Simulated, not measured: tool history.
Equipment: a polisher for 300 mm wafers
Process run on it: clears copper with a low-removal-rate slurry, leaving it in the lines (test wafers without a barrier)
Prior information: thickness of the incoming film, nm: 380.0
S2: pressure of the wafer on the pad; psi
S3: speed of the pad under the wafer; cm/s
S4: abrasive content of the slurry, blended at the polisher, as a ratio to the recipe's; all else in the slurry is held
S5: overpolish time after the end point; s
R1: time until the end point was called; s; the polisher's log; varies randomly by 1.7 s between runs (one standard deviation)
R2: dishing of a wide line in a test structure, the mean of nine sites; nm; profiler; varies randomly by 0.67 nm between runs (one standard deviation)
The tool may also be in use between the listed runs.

Run 1, hour 0: flow of slurry (ml/min) 130, S2 3.1 psi, S3 138 cm/s, S4 1, S5 24 s. Result: R1 80.44 s, R2 70.234 nm.
Run 2, hour 6.6: flow of slurry (ml/min) 105, S2 3.1 psi, S3 138 cm/s, S4 1, S5 24 s. Result: R1 86.727 s, R2 70.542 nm.
Run 3, hour 12: flow of slurry (ml/min) 105, S2 3.1 psi, S3 114 cm/s, S4 1, S5 24 s. Result: R1 104.04 s, R2 59.617 nm.
Run 4, hour 16: flow of slurry (ml/min) 105, S2 3.5 psi, S3 114 cm/s, S4 1, S5 24 s. Result: R1 92.383 s, R2 63.319 nm.
Run 5, hour 19.9: flow of slurry (ml/min) 105, S2 3.5 psi, S3 114 cm/s, S4 1, S5 29 s. Result: R1 97.417 s, R2 72.747 nm.
Run 6, hour 20.6: flow of slurry (ml/min) 105, S2 3.5 psi, S3 86 cm/s, S4 1, S5 29 s. Result: R1 122.3 s, R2 59.772 nm.
Run 7, hour 26.8: flow of slurry (ml/min) 105, S2 3.5 psi, S3 86 cm/s, S4 1, S5 29 s. Result: R1 122.32 s, R2 62.579 nm.
Run 8, hour 31.2: flow of slurry (ml/min) 105, S2 3.4 psi, S3 86 cm/s, S4 1, S5 24 s. Result: R1 121.36 s, R2 54.04 nm.

What will run 9 give?
Run 9, hour 39.8: flow of slurry (ml/min) 115, S2 3.2 psi, S3 84 cm/s, S4 1, S5 20 s. Result: R1 ?, R2 ?.

R1: 130.43 s
R2: 45.043 nm

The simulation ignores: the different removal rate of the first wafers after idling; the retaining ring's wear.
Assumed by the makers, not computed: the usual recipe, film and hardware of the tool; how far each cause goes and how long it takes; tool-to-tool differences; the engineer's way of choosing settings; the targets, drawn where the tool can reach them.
